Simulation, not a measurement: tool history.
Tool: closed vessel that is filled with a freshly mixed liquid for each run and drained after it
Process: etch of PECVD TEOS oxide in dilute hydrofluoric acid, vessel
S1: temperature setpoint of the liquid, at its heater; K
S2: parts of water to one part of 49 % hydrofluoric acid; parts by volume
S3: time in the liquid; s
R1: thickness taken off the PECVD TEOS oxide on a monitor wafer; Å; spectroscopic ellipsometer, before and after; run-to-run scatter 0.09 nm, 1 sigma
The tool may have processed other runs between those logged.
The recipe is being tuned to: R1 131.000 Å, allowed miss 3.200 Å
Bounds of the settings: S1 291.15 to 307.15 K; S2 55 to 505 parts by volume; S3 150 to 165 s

run	hour	S1	S2	S3	R1
1	0.0	299.15	280	150	61.711
2	2.0	299.15	280	150	61.123
3	9.2	301.15	250	150	77.217
4	16.2	299.15	250	150	71.151
5	18.2	299.15	325	150	50.042
6	20.1	301.15	285	150	64.809
7	28.8	302.65	255	150	78.047
8	29.9	302.65	255	150	77.439
9	35.7	303.65	230	150	91.385
10	41.8	307.15	170	150	152.890
11	47.5	304.15	170	150	137.650

Of the 4 settings listed for the next run, only one would bring every result within its allowed miss of target. Which one?
A	53.2	305.15	190	160	?
B	53.2	304.15	180	160	?
C	53.2	302.15	155	155	?
D	53.2	304.15	175	160	?

move	R1
A	132.430
B	136.820
C	148.050
D	141.640
A: every result within its allowed miss
B: nearer than the last run, and not there yet
C: its largest miss is bigger than the last run's
D: its largest miss is bigger than the last run's
So the answer is move A, the one that meets all the targets.
